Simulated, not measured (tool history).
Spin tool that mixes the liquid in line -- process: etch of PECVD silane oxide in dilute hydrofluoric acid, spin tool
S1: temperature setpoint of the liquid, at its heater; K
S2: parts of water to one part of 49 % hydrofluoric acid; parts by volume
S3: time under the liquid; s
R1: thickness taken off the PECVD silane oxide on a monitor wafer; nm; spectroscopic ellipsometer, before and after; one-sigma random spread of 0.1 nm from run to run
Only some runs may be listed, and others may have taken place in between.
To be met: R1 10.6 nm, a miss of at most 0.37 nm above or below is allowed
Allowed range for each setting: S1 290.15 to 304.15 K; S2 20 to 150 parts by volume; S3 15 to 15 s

Run 1, hour 0: S1 296.15 K, S2 85 parts by volume, S3 15 s. Result: R1 4.6253 nm.
Run 2, hour 3: S1 296.15 K, S2 65 parts by volume, S3 15 s. Result: R1 6.0779 nm.
Run 3, hour 9.8: S1 298.65 K, S2 65 parts by volume, S3 15 s. Result: R1 6.8417 nm.
Run 4, hour 10.4: S1 298.65 K, S2 80 parts by volume, S3 15 s. Result: R1 5.4483 nm.
Run 5, hour 15.1: S1 300.15 K, S2 70 parts by volume, S3 15 s. Result: R1 6.6616 nm.
Run 6, hour 21.1: S1 301.15 K, S2 65 parts by volume, S3 15 s. Result: R1 7.3485 nm.
Run 7, hour 26.1: S1 302.15 K, S2 60 parts by volume, S3 15 s. Result: R1 8.3915 nm.
Run 8, hour 32.8: S1 302.65 K, S2 55 parts by volume, S3 15 s. Result: R1 9.5665 nm.
Run 9, hour 36.9: S1 303.15 K, S2 55 parts by volume, S3 15 s. Result: R1 9.84 nm.
Run 10, hour 40: S1 303.65 K, S2 55 parts by volume, S3 15 s. Result: R1 10.011 nm.
Run 11, hour 46.6: S1 304.15 K, S2 50 parts by volume, S3 15 s. Result: R1 11.147 nm.

Exactly one of the 5 candidate moves below puts every result within its allowed miss. Which one?
Run A, hour 53.2: S1 302.65 K, S2 50 parts by volume, S3 15 s. Result: R1 ?.
Run B, hour 53.2: S1 302.15 K, S2 45 parts by volume, S3 15 s. Result: R1 ?.
Run C, hour 53.2: S1 302.65 K, S2 45 parts by volume, S3 15 s. Result: R1 ?.
Run D, hour 53.2: S1 303.15 K, S2 45 parts by volume, S3 15 s. Result: R1 ?.
Run E, hour 53.2: S1 303.65 K, S2 45 parts by volume, S3 15 s. Result: R1 ?.

move      R1
   A  10.616
   B  11.652
   C  11.886
   D  12.123
   E  12.364
A: every result within its allowed miss
B: further off than the last run
C: further off than the last run
D: further off than the last run
E: further off than the last run
The right move is A.
